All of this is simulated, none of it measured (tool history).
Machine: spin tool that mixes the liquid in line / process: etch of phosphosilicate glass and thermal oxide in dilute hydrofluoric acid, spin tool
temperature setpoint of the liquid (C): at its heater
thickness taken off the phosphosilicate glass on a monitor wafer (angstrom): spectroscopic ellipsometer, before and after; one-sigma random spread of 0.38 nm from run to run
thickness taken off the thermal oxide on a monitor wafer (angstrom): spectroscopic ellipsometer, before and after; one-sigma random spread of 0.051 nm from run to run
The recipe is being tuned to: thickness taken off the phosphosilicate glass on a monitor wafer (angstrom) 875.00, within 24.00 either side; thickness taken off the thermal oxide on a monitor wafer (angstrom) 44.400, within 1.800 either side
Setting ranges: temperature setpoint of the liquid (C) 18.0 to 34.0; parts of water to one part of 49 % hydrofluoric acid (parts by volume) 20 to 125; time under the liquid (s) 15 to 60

run	hour	temperature setpoint of the liquid (C)	parts of water to one part of 49 % hydrofluoric acid (parts by volume)	time under the liquid (s)	thickness taken off the phosphosilicate glass on a monitor wafer (angstrom)	thickness taken off the thermal oxide on a monitor wafer (angstrom)
1	0.0	26.0	70	30	452.76	22.896
2	4.6	26.0	85	30	364.89	18.774
3	8.9	28.0	85	30	394.79	20.411
4	13.7	28.0	85	35	465.04	23.103
5	18.2	28.0	85	45	595.82	30.016
6	23.6	28.0	100	45	496.71	25.493
7	28.9	29.0	95	45	546.06	27.129
8	35.6	29.0	90	45	576.26	29.077
9	38.2	29.5	85	45	627.58	31.464
10	40.8	29.5	85	45	623.96	31.836
11	47.7	30.0	80	45	685.81	35.015
12	52.7	30.5	80	45	701.24	35.547
13	58.4	31.0	80	45	712.36	36.396
14	63.8	31.0	80	45	706.94	36.653
15	67.8	31.0	75	45	765.64	38.570
16	74.3	31.5	75	45	784.65	40.400

Which of these 4 next moves meets every target?
A	80.8	27.5	75	55	?	?
B	80.8	29.5	80	55	?	?
C	80.8	31.0	60	40	?	?
D	80.8	27.0	75	55	?	?

move	thickness taken off the phosphosilicate glass on a monitor wafer (angstrom)	thickness taken off the thermal oxide on a monitor wafer (angstrom)
A	814.98	41.139
B	819.79	41.381
C	867.70	43.800
D	799.14	40.339
A: nearer the targets than the last run, but a result is still out of spec
B: nearer the targets than the last run, but a result is still out of spec
C: hits every target within its allowed miss
D: nearer the targets than the last run, but a result is still out of spec
Correct choice: C, which meets every target
